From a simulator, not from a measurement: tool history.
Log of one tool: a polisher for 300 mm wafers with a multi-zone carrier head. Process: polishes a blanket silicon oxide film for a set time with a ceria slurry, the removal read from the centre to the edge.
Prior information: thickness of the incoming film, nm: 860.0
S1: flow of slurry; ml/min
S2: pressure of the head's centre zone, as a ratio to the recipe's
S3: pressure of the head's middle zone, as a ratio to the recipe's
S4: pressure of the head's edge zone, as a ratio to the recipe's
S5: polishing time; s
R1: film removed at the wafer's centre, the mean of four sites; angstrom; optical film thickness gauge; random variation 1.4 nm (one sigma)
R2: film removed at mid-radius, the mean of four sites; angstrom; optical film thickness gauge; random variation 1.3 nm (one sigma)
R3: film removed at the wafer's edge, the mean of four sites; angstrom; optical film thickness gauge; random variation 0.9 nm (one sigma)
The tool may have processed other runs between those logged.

run  hour   S1    S2    S3    S4  S5      R1      R2      R3
  1     0  165     1     1     1  37  1305.4  1279.3  1335.3
  2   3.1  165     1     1     1  45  1536.3  1533.2  1620.2
  3   6.2  165  0.99  1.01  0.98  43  1459.1  1519.3  1501.2
  4  12.4  160  0.97     1  0.96  42  1361.5  1453.4    1467
  5  20.3  160  0.97     1  0.94  41  1348.3  1417.9  1404.7
  6  27.1  160  0.97     1  0.86  41  1361.1    1424    1349
  7    36  155  0.96     1  0.85  40  1274.2  1364.8  1325.5
  8  36.8  155  0.96  1.01  0.84  39  1277.8  1330.2  1281.3
  9  40.3  155  0.96  1.01  0.84  39  1252.5  1362.5  1285.6
 10  40.9  155  0.96  1.02  0.84  38  1217.2  1336.4  1238.1
 11  44.5  150  0.96  1.02  0.84  38  1225.2  1321.8  1239.8
 12  49.8  150  0.96  1.02  0.84  38  1216.2  1327.7  1250.2

Run 13 comes next. What will it give?
 13  58.8  150  0.96  1.02  0.84  37   ?   ?   ?

Run 13 gave R1 1188 angstrom, R2 1269 angstrom, R3 1194.8 angstrom.

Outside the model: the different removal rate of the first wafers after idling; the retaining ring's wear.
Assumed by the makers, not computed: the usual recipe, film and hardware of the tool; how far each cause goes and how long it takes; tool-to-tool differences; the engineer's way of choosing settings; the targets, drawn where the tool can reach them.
